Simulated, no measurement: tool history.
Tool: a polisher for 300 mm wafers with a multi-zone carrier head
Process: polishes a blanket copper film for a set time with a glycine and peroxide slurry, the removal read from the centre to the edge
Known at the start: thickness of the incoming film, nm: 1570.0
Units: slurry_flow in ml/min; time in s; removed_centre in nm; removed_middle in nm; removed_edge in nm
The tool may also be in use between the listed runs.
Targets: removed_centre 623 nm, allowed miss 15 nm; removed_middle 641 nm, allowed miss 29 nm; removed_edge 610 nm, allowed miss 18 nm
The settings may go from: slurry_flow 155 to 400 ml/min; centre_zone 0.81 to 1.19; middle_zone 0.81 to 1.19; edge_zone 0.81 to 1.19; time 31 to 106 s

run 1 hour=0 | slurry_flow=255 centre_zone=1 middle_zone=1 edge_zone=1 time=68 | removed_centre=413.04 removed_middle=412.91 removed_edge=409.76
run 2 hour=6.8 | slurry_flow=255 centre_zone=1 middle_zone=1.07 edge_zone=1 time=68 | removed_centre=411.61 removed_middle=425.77 removed_edge=409.08
run 3 hour=13.5 | slurry_flow=255 centre_zone=1 middle_zone=1 edge_zone=1 time=68 | removed_centre=407.21 removed_middle=414.35 removed_edge=404.91
run 4 hour=21.5 | slurry_flow=255 centre_zone=1 middle_zone=1 edge_zone=1 time=60 | removed_centre=355.99 removed_middle=361.16 removed_edge=364.69
run 5 hour=26.1 | slurry_flow=255 centre_zone=1 middle_zone=1 edge_zone=1 time=47 | removed_centre=284.3 removed_middle=282.22 removed_edge=283.36
run 6 hour=27.4 | slurry_flow=255 centre_zone=1 middle_zone=1 edge_zone=0.97 time=47 | removed_centre=282.63 removed_middle=287.24 removed_edge=280.9
run 7 hour=32.4 | slurry_flow=300 centre_zone=1.05 middle_zone=1.1 edge_zone=1.07 time=66 | removed_centre=427.37 removed_middle=431.24 removed_edge=407.91
run 8 hour=38.6 | slurry_flow=300 centre_zone=1.05 middle_zone=1.1 edge_zone=1.07 time=66 | removed_centre=419.71 removed_middle=424.26 removed_edge=410.79
run 9 hour=40.4 | slurry_flow=305 centre_zone=1.06 middle_zone=1.12 edge_zone=1.09 time=73 | removed_centre=476.06 removed_middle=492.04 removed_edge=459.85
run 10 hour=43.1 | slurry_flow=305 centre_zone=1.07 middle_zone=1.11 edge_zone=1.11 time=78 | removed_centre=509.27 removed_middle=522.26 removed_edge=488.92
run 11 hour=46 | slurry_flow=315 centre_zone=1.07 middle_zone=1.1 edge_zone=1.13 time=82 | removed_centre=542.12 removed_middle=549.78 removed_edge=525.18
run 12 hour=52.7 | slurry_flow=320 centre_zone=1.07 middle_zone=1.1 edge_zone=1.14 time=85 | removed_centre=555.84 removed_middle=564.91 removed_edge=547.33
run 13 hour=55.3 | slurry_flow=320 centre_zone=1.08 middle_zone=1.11 edge_zone=1.15 time=87 | removed_centre=576.79 removed_middle=575.68 removed_edge=557.09

4 next moves are on the table. One of them brings every result within its allowed miss. Which?
run A hour=57.9 | slurry_flow=295 centre_zone=0.93 middle_zone=0.85 edge_zone=1.19 time=95 | removed_centre=? removed_middle=? removed_edge=?
run B hour=57.9 | slurry_flow=330 centre_zone=1.13 middle_zone=0.89 edge_zone=1.19 time=89 | removed_centre=? removed_middle=? removed_edge=?
run C hour=57.9 | slurry_flow=315 centre_zone=1.09 middle_zone=0.89 edge_zone=1.19 time=90 | removed_centre=? removed_middle=? removed_edge=?
run D hour=57.9 | slurry_flow=360 centre_zone=1.06 middle_zone=1.14 edge_zone=1.15 time=94 | removed_centre=? removed_middle=? removed_edge=?

move=A removed_centre=535.22 removed_middle=501.95 removed_edge=624.16
move=B removed_centre=615.92 removed_middle=490.21 removed_edge=588.17
move=C removed_centre=598.4 removed_middle=494.14 removed_edge=593.24
move=D removed_centre=615.08 removed_middle=631 removed_edge=613.46
A: further off than the last run
B: brings the result that was furthest off to its target, and leaves another outside
C: further off than the last run
D: meets every target
The right move is D.
